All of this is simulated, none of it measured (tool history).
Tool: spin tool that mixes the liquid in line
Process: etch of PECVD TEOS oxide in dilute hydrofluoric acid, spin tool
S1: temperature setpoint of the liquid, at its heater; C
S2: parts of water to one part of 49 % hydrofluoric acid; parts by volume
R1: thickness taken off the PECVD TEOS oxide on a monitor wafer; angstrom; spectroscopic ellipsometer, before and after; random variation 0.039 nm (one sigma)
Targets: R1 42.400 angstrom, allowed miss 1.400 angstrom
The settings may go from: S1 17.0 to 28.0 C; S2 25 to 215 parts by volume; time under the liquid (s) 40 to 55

run 1 hour=0.0 | S1=20.0 S2=120 time_under_the_liquid_(s)=55 | R1=61.897
run 2 hour=6.5 | S1=20.0 S2=120 time_under_the_liquid_(s)=40 | R1=45.403
run 3 hour=8.0 | S1=21.5 S2=120 time_under_the_liquid_(s)=40 | R1=47.675
run 4 hour=17.0 | S1=21.5 S2=120 time_under_the_liquid_(s)=55 | R1=64.907
run 5 hour=17.8 | S1=21.5 S2=120 time_under_the_liquid_(s)=40 | R1=47.577
-- hour=23.9 hydrofluoric acid flow meter replaced
run 6 hour=23.9 | S1=19.0 S2=120 time_under_the_liquid_(s)=40 | R1=48.716
run 7 hour=27.2 | S1=19.0 S2=125 time_under_the_liquid_(s)=40 | R1=46.373
run 8 hour=35.6 | S1=19.0 S2=130 time_under_the_liquid_(s)=40 | R1=43.846

4 next moves are on the table. One of them brings every result within its allowed miss. Which?
run A hour=44.0 | S1=17.0 S2=140 time_under_the_liquid_(s)=45 | R1=?
run B hour=44.0 | S1=19.5 S2=130 time_under_the_liquid_(s)=40 | R1=?
run C hour=44.0 | S1=18.0 S2=125 time_under_the_liquid_(s)=40 | R1=?
run D hour=44.0 | S1=18.0 S2=170 time_under_the_liquid_(s)=50 | R1=?

move=A R1=41.841
move=B R1=44.814
move=C R1=44.066
move=D R1=38.725
A: meets every target
B: further off than the last run
C: further off than the last run
D: takes the result that was furthest off past its target
Move A is the one to make.
